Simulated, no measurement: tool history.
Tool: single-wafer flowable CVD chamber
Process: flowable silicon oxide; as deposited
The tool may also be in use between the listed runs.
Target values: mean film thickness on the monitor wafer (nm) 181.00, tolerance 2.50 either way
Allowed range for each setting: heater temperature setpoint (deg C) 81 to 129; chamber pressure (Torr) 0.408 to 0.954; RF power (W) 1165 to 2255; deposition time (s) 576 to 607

run	hour	heater temperature setpoint (deg C)	chamber pressure (Torr)	RF power (W)	deposition time (s)	mean film thickness on the monitor wafer (nm)
1	0.0	105	0.681	1710	607	221.26
2	3.8	106	0.681	1710	607	213.50
3	9.6	106	0.681	1710	607	213.65
4	13.4	112	0.681	1710	607	172.80
5	20.9	111	0.681	1710	607	178.45
6	26.3	111	0.586	1710	607	154.63
7	34.6	105	0.586	1710	607	192.73
8	42.7	106	0.586	1710	607	184.95

Which single option among these 5 for the next run brings every result within its allowed miss of target? Just one does.
A	50.8	105	0.601	1600	594	?
B	50.8	104	0.551	1835	605	?
C	50.8	104	0.576	1665	587	?
D	50.8	104	0.566	1690	603	?
E	50.8	107	0.610	1735	593	?

move	mean film thickness on the monitor wafer (nm)
A	188.06
B	191.78
C	187.91
D	190.83
E	181.94
A: the biggest miss grows against the last run
B: the biggest miss grows against the last run
C: the biggest miss grows against the last run
D: the biggest miss grows against the last run
E: hits every target within its allowed miss
Move E is the one to make.
